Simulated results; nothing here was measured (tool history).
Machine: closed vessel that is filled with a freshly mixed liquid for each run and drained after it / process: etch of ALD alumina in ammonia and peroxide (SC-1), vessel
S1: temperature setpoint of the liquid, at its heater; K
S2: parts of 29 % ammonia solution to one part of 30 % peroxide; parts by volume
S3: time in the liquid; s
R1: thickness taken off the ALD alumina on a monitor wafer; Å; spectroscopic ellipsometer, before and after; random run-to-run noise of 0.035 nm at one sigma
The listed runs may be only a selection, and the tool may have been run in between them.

Run 1, hour 0: S1 328.15 K, S2 0.9 parts by volume, S3 50 s. Result: R1 41.341 Å.
Run 2, hour 6.7: S1 327.15 K, S2 0.9 parts by volume, S3 50 s. Result: R1 39.859 Å.
Run 3, hour 11.6: S1 327.15 K, S2 1.05 parts by volume, S3 50 s. Result: R1 40.861 Å.
Run 4, hour 18: S1 326.15 K, S2 1.05 parts by volume, S3 50 s. Result: R1 37.781 Å.
Run 5, hour 22.9: S1 326.15 K, S2 1.05 parts by volume, S3 50 s. Result: R1 38.68 Å.
Run 6, hour 28.5: S1 326.15 K, S2 1.2 parts by volume, S3 50 s. Result: R1 38.384 Å.
Run 7, hour 32.8: S1 325.65 K, S2 1.2 parts by volume, S3 50 s. Result: R1 37.407 Å.

What will run 8 give?
Run 8, hour 38: S1 325.15 K, S2 1.2 parts by volume, S3 50 s. Result: R1 ?.

R1: 37.173 Å
